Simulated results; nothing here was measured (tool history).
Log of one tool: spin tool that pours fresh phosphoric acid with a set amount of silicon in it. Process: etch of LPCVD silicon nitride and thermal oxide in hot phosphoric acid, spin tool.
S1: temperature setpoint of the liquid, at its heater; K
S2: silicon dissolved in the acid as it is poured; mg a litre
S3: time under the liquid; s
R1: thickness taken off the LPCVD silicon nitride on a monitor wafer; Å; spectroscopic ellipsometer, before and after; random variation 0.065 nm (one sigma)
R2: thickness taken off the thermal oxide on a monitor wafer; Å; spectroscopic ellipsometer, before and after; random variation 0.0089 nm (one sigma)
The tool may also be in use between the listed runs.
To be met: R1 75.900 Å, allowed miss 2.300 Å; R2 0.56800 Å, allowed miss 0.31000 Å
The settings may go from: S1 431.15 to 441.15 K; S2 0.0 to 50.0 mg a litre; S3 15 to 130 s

| run | day | S1 | S2 | S3 | R1 | R2 |
|---|---|---|---|---|---|---|
| 1 | 0.000 | 436.15 | 23.0 | 65 | 57.775 | 1.07750 |
| 2 | 0.304 | 436.65 | 29.5 | 70 | 63.018 | 0.86416 |
| 3 | 0.342 | 436.65 | 38.0 | 70 | 62.553 | 0.60061 |
| 4 | 0.396 | 437.15 | 39.5 | 70 | 63.453 | 0.65549 |
| 5 | 0.462 | 438.15 | 39.5 | 70 | 65.948 | 0.69988 |
| 6 | 0.767 | 438.65 | 42.0 | 70 | 66.898 | 0.51906 |
|  | 0.867 | dissolved silicon flow meter replaced |
| 7 | 0.867 | 439.15 | 41.5 | 70 | 68.181 | 0.75665 |
| 8 | 0.988 | 439.15 | 43.5 | 70 | 67.822 | 0.62203 |
| 9 | 1.150 | 439.65 | 45.0 | 70 | 69.887 | 0.49790 |
| 10 | 1.379 | 441.15 | 41.0 | 75 | 77.797 | 1.14410 |

4 next moves are on the table. One of them brings every result within its allowed miss. Which?
| A | 1.608 | 440.65 | 47.5 | 75 | ? | ? |
| B | 1.608 | 440.15 | 49.0 | 80 | ? | ? |
| C | 1.608 | 441.15 | 35.5 | 80 | ? | ? |
| D | 1.608 | 440.15 | 49.5 | 80 | ? | ? |

| move | R1 | R2 |
|---|---|---|
| A | 77.514 | 0.85709 |
| B | 81.350 | 0.88205 |
| C | 84.033 | 1.76810 |
| D | 81.350 | 0.88205 |
A: meets every target
B: further off than the last run
C: further off than the last run
D: further off than the last run
Move A is the one to make.
